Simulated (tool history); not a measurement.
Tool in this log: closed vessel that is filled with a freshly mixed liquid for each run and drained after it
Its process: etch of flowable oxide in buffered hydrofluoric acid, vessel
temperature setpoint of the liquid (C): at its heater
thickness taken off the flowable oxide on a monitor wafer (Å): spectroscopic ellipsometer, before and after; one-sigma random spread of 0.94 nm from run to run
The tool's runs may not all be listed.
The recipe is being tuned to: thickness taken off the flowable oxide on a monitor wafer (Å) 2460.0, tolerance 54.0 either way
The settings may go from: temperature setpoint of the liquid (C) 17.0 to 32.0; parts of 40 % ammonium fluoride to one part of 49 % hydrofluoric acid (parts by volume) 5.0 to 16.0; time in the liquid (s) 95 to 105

| run | hour | temperature setpoint of the liquid (C) | parts of 40 % ammonium fluoride to one part of 49 % hydrofluoric acid (parts by volume) | time in the liquid (s) | thickness taken off the flowable oxide on a monitor wafer (Å) |
|---|---|---|---|---|---|
| 1 | 0.0 | 24.0 | 9.5 | 95 | 1739.1 |
| 2 | 6.3 | 24.0 | 9.5 | 105 | 1932.4 |
| 3 | 11.8 | 26.0 | 9.5 | 105 | 2144.8 |
| 4 | 12.4 | 26.0 | 9.5 | 95 | 1936.7 |
| 5 | 16.4 | 26.5 | 9.5 | 95 | 1999.8 |
| 6 | 22.8 | 25.0 | 9.5 | 95 | 1840.4 |
| 7 | 28.2 | 25.5 | 9.5 | 95 | 1888.4 |
| 8 | 32.9 | 26.0 | 9.5 | 95 | 1931.3 |
|  | 40.2 | hydrofluoric acid flow meter replaced |
| 9 | 40.2 | 26.5 | 9.5 | 95 | 2112.8 |
| 10 | 42.9 | 27.5 | 9.5 | 95 | 2240.5 |
| 11 | 47.5 | 28.0 | 9.5 | 95 | 2305.3 |
| 12 | 51.4 | 28.5 | 9.5 | 95 | 2344.4 |

Next run, 4 choices. One meets every target within its allowed miss, the rest don't. Which?
| A | 55.3 | 30.5 | 10.0 | 100 | ? |
| B | 55.3 | 27.5 | 9.5 | 105 | ? |
| C | 55.3 | 27.0 | 9.5 | 95 | ? |
| D | 55.3 | 26.5 | 9.0 | 95 | ? |

| move | thickness taken off the flowable oxide on a monitor wafer (Å) |
|---|---|
| A | 2672.3 |
| B | 2473.6 |
| C | 2179.1 |
| D | 2194.8 |
A: takes the biggest miss from the last run beyond its target
B: each result inside its tolerance
C: the biggest miss grows against the last run
D: the biggest miss grows against the last run
Move B is the one to make.
